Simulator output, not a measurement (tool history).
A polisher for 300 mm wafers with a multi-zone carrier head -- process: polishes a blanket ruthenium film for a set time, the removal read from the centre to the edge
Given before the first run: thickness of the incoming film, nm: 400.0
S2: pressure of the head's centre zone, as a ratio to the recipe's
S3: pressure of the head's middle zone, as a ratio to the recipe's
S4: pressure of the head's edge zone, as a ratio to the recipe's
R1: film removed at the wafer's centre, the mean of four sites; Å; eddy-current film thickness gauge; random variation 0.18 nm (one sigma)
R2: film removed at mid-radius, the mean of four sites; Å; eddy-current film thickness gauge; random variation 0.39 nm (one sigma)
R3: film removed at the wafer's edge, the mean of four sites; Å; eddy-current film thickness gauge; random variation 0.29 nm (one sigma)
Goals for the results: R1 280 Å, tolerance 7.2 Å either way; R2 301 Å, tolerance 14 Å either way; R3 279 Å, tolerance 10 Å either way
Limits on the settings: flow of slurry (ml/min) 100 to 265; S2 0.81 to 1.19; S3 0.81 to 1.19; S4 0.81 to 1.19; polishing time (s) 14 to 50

{"run": 1, "hour": 0.0, "flow of slurry (ml/min)": 170, "S2": 1, "S3": 1, "S4": 1, "polishing time (s)": 32, "R1": 330.09, "R2": 331.84, "R3": 326.35}
{"run": 2, "hour": 1.3, "flow of slurry (ml/min)": 130, "S2": 1, "S3": 1, "S4": 1, "polishing time (s)": 32, "R1": 314.08, "R2": 314.53, "R3": 311.2}
{"run": 3, "hour": 2.1, "flow of slurry (ml/min)": 130, "S2": 1, "S3": 1, "S4": 0.94, "polishing time (s)": 32, "R1": 312.04, "R2": 311.24, "R3": 308.41}
{"run": 4, "hour": 8.5, "flow of slurry (ml/min)": 130, "S2": 1, "S3": 1.01, "S4": 0.93, "polishing time (s)": 32, "R1": 308.29, "R2": 318.03, "R3": 296.05}
{"run": 5, "hour": 12.3, "flow of slurry (ml/min)": 125, "S2": 0.99, "S3": 1.01, "S4": 0.92, "polishing time (s)": 32, "R1": 307.96, "R2": 310.71, "R3": 295.24}
{"run": 6, "hour": 17.9, "flow of slurry (ml/min)": 125, "S2": 0.99, "S3": 1.01, "S4": 0.92, "polishing time (s)": 35, "R1": 338.12, "R2": 345.2, "R3": 325.63}
{"run": 7, "hour": 26.5, "flow of slurry (ml/min)": 125, "S2": 0.98, "S3": 1.01, "S4": 0.91, "polishing time (s)": 35, "R1": 329.41, "R2": 337.83, "R3": 329.24}
{"run": 8, "hour": 33.3, "flow of slurry (ml/min)": 125, "S2": 0.98, "S3": 1.01, "S4": 0.9, "polishing time (s)": 34, "R1": 323.2, "R2": 328.61, "R3": 319.08}
{"run": 9, "hour": 38.2, "flow of slurry (ml/min)": 120, "S2": 0.98, "S3": 1.02, "S4": 0.9, "polishing time (s)": 34, "R1": 317.1, "R2": 335.85, "R3": 317.04}

Which single option among these 5 for the next run brings every result within its allowed miss of target? Just one does.
{"run": "A", "hour": 43.1, "flow of slurry (ml/min)": 120, "S2": 0.98, "S3": 1.04, "S4": 0.92, "polishing time (s)": 30, "R1": "?", "R2": "?", "R3": "?"}
{"run": "B", "hour": 43.1, "flow of slurry (ml/min)": 100, "S2": 0.83, "S3": 0.96, "S4": 0.89, "polishing time (s)": 35, "R1": "?", "R2": "?", "R3": "?"}
{"run": "C", "hour": 43.1, "flow of slurry (ml/min)": 140, "S2": 0.81, "S3": 0.88, "S4": 0.92, "polishing time (s)": 31, "R1": "?", "R2": "?", "R3": "?"}
{"run": "D", "hour": 43.1, "flow of slurry (ml/min)": 125, "S2": 0.97, "S3": 1.02, "S4": 0.94, "polishing time (s)": 38, "R1": "?", "R2": "?", "R3": "?"}
{"run": "E", "hour": 43.1, "flow of slurry (ml/min)": 135, "S2": 0.81, "S3": 1.02, "S4": 0.98, "polishing time (s)": 32, "R1": "?", "R2": "?", "R3": "?"}

move=A R1=278.96 R2=304.87 R3=279.23
move=B R1=272.22 R2=314.11 R3=308.92
move=C R1=264.88 R2=285.05 R3=297.27
move=D R1=355.28 R2=384.12 R3=360.14
move=E R1=271.03 R2=330.05 R3=313.6
A: each result inside its tolerance
B: takes the result that was furthest off past its target
C: takes the result that was furthest off past its target
D: lands further from the targets than the last run did
E: takes the result that was furthest off past its target
Move A is the one to make.
